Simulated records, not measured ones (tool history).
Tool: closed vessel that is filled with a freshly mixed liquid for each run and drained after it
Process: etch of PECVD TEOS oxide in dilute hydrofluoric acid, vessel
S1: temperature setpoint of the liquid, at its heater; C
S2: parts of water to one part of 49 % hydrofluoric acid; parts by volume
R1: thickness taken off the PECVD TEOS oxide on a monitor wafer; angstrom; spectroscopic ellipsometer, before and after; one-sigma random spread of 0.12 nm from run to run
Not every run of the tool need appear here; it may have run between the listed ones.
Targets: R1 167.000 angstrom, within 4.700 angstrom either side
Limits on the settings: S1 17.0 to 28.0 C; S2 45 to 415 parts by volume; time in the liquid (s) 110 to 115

{"run": 1, "day": 0.0, "S1": 20.0, "S2": 230, "time in the liquid (s)": 110, "R1": 66.898}
{"run": 2, "day": 0.167, "S1": 20.0, "S2": 190, "time in the liquid (s)": 110, "R1": 84.903}
{"run": 3, "day": 0.238, "S1": 20.0, "S2": 190, "time in the liquid (s)": 115, "R1": 88.342}
{"run": 4, "day": 0.492, "S1": 23.0, "S2": 190, "time in the liquid (s)": 115, "R1": 99.773}
{"run": 5, "day": 0.779, "S1": 23.0, "S2": 190, "time in the liquid (s)": 115, "R1": 99.952}
{"run": 6, "day": 1.146, "S1": 23.0, "S2": 230, "time in the liquid (s)": 115, "R1": 77.744}
{"run": 7, "day": 1.171, "S1": 24.0, "S2": 210, "time in the liquid (s)": 115, "R1": 91.364}
{"run": 8, "day": 1.421, "S1": 24.5, "S2": 195, "time in the liquid (s)": 115, "R1": 103.09}
{"run": 9, "day": 1.688, "S1": 25.0, "S2": 185, "time in the liquid (s)": 115, "R1": 110.33}
{"run": 10, "day": 1.95, "S1": 25.5, "S2": 175, "time in the liquid (s)": 115, "R1": 119.2}
{"run": 11, "day": 2.138, "S1": 26.0, "S2": 165, "time in the liquid (s)": 115, "R1": 131.7}
{"run": 12, "day": 2.158, "S1": 26.5, "S2": 160, "time in the liquid (s)": 115, "R1": 138.01}
{"run": 13, "day": 2.354, "S1": 27.0, "S2": 155, "time in the liquid (s)": 115, "R1": 146.9}
{"run": 14, "day": 2.467, "S1": 28.0, "S2": 135, "time in the liquid (s)": 115, "R1": 180.08}
{"run": 15, "day": 2.658, "S1": 28.0, "S2": 135, "time in the liquid (s)": 115, "R1": 178.02}
{"run": 16, "day": 2.946, "S1": 27.5, "S2": 135, "time in the liquid (s)": 115, "R1": 175.73}

Which one of the following 4 next-run settings gets every result inside its allowed miss? There is exactly one.
{"run": "A", "day": 3.233, "S1": 28.0, "S2": 130, "time in the liquid (s)": 110, "R1": "?"}
{"run": "B", "day": 3.233, "S1": 28.0, "S2": 130, "time in the liquid (s)": 115, "R1": "?"}
{"run": "C", "day": 3.233, "S1": 27.0, "S2": 140, "time in the liquid (s)": 115, "R1": "?"}
{"run": "D", "day": 3.233, "S1": 28.0, "S2": 135, "time in the liquid (s)": 115, "R1": "?"}

move=A R1=178.510
move=B R1=186.620
move=C R1=164.850
move=D R1=178.560
A: the biggest miss grows against the last run
B: the biggest miss grows against the last run
C: each result inside its tolerance
D: the biggest miss grows against the last run
Go with C: it meets all targets.

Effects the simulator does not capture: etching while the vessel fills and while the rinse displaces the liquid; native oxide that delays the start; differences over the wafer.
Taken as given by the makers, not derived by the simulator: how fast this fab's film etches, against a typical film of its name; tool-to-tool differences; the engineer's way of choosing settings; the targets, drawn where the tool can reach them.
